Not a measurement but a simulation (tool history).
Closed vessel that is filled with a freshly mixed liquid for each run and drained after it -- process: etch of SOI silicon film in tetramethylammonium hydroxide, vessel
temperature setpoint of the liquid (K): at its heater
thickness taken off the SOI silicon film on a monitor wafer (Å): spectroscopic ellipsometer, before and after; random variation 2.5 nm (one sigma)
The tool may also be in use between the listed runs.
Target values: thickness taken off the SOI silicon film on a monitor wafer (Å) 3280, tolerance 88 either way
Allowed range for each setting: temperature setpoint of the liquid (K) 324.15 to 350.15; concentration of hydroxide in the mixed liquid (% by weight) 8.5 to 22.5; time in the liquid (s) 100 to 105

run  hour  temperature setpoint of the liquid (K)  concentration of hydroxide in the mixed liquid (% by weight)  time in the liquid (s)  thickness taken off the SOI silicon film on a monitor wafer (Å)
  1     0                                  337.15                                                          15.5                     100                                                           3975.4
  2   8.7                                  332.15                                                          15.5                     100                                                           2934.1
  3  16.9                                  332.15                                                            17                     100                                                           2807.4
  4  22.2                                  332.65                                                            17                     100                                                           2962.4
  5  30.6                                  332.65                                                            17                     100                                                           2880.5
  6  34.2                                  327.65                                                            17                     100                                                           2132.2
  7  41.6                                  328.65                                                            17                     100                                                           2259.9
  8  46.3                                  329.65                                                            17                     100                                                           2429.6
  9  51.3                                  330.65                                                            17                     100                                                           2522.4
 10  59.7                                  331.15                                                            17                     100                                                           2675.2
 11  67.7                                  331.65                                                            17                     100                                                           2742.7
 12  68.9                                  332.15                                                            17                     100                                                           2845.1
 13  74.5                                  332.65                                                            17                     100                                                           2894.9
 14  76.3                                  333.15                                                            17                     100                                                           3022.9

Which of these 4 next moves meets every target?
  A  78.1                                  332.65                                                            18                     100                                                                ?
  B  78.1                                  334.65                                                            17                     100                                                                ?
  C  78.1                                  332.15                                                          17.5                     100                                                                ?
  D  78.1                                  332.15                                                          18.5                     100                                                                ?

move  thickness taken off the SOI silicon film on a monitor wafer (Å)
   A                                                           2813.7
   B                                                           3258.1
   C                                                           2757.1
   D                                                           2695.8
A: lands further from the targets than the last run did
B: every result within its allowed miss
C: lands further from the targets than the last run did
D: lands further from the targets than the last run did
Go with B: it meets all targets.
